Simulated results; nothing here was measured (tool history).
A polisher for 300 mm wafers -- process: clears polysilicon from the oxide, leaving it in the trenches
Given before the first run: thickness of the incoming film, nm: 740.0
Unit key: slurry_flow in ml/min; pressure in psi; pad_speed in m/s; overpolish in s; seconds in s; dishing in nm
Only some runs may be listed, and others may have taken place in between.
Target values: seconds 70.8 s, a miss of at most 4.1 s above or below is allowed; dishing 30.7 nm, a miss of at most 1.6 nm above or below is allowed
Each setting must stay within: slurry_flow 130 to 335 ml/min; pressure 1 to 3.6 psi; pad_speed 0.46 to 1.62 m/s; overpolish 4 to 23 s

Run 1, day 0: slurry_flow 215 ml/min, pressure 2.3 psi, pad_speed 1.04 m/s, overpolish 12 s. Result: seconds 56.985 s, dishing 54.931 nm.
Run 2, day 0.029: slurry_flow 220 ml/min, pressure 2.2 psi, pad_speed 1.04 m/s, overpolish 10 s. Result: seconds 57.64 s, dishing 51.968 nm.
Run 3, day 0.367: slurry_flow 245 ml/min, pressure 2 psi, pad_speed 1.06 m/s, overpolish 9 s. Result: seconds 60.004 s, dishing 49.672 nm.
Run 4, day 0.446: slurry_flow 245 ml/min, pressure 2 psi, pad_speed 1.06 m/s, overpolish 14 s. Result: seconds 62.234 s, dishing 53.346 nm.
Run 5, day 0.65: slurry_flow 245 ml/min, pressure 2 psi, pad_speed 1.06 m/s, overpolish 11 s. Result: seconds 58.954 s, dishing 53.129 nm.
Run 6, day 0.962: slurry_flow 220 ml/min, pressure 1.8 psi, pad_speed 1.1 m/s, overpolish 10 s. Result: seconds 62.863 s, dishing 49.748 nm.
Run 7, day 1.162: slurry_flow 200 ml/min, pressure 1.6 psi, pad_speed 1.12 m/s, overpolish 9 s. Result: seconds 69.15 s, dishing 48.157 nm.
Run 8, day 1.392: slurry_flow 225 ml/min, pressure 1.5 psi, pad_speed 1.12 m/s, overpolish 8 s. Result: seconds 70.617 s, dishing 45.494 nm.
Run 9, day 1.558: slurry_flow 245 ml/min, pressure 1.4 psi, pad_speed 1.14 m/s, overpolish 7 s. Result: seconds 72.492 s, dishing 41.931 nm.

Exercise: of the 5 proposed moves below, exactly one satisfies all targets within the stated allowed misses. Which move is it?
Run A, day 1.725: slurry_flow 300 ml/min, pressure 1 psi, pad_speed 1.22 m/s, overpolish 4 s. Result: seconds ?, dishing ?.
Run B, day 1.725: slurry_flow 260 ml/min, pressure 1.2 psi, pad_speed 1.26 m/s, overpolish 4 s. Result: seconds ?, dishing ?.
Run C, day 1.725: slurry_flow 275 ml/min, pressure 1 psi, pad_speed 1.22 m/s, overpolish 4 s. Result: seconds ?, dishing ?.
Run D, day 1.725: slurry_flow 245 ml/min, pressure 1.4 psi, pad_speed 1.18 m/s, overpolish 9 s. Result: seconds ?, dishing ?.
Run E, day 1.725: slurry_flow 245 ml/min, pressure 1.2 psi, pad_speed 1.2 m/s, overpolish 11 s. Result: seconds ?, dishing ?.

move  seconds  dishing
   A   83.719   27.602
   B   73.492   30.194
   C   84.382   27.449
   D   71.256   47.168
   E   77.536   49.102
A: takes the result that was furthest off past its target
B: meets every target
C: takes the result that was furthest off past its target
D: further off than the last run
E: further off than the last run
B meets every target.
